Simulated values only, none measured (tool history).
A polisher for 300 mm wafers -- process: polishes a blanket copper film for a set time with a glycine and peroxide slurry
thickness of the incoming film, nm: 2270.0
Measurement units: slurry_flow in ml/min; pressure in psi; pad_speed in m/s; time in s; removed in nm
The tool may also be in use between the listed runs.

run    day  slurry_flow  pressure  pad_speed  time  removed
  1      0          320         3        1.1    28   156.89
  2  0.117          320       2.4        1.1    28   128.89
  3  0.154          320       2.9        1.1    28   152.98
  4  0.429          320       2.8        1.1    28   146.89
  5  0.725          290       2.8        1.1    28    146.7
  6  0.779          290       2.7        1.1    28   143.63
  7  1.012          285         2        1.1    28   110.62
  8  1.275          315       2.3        1.1    28   123.34

The next listed run, before its measurement:
  9  1.471          315       2.3        1.1    28        ?

removed: 125.33 nm
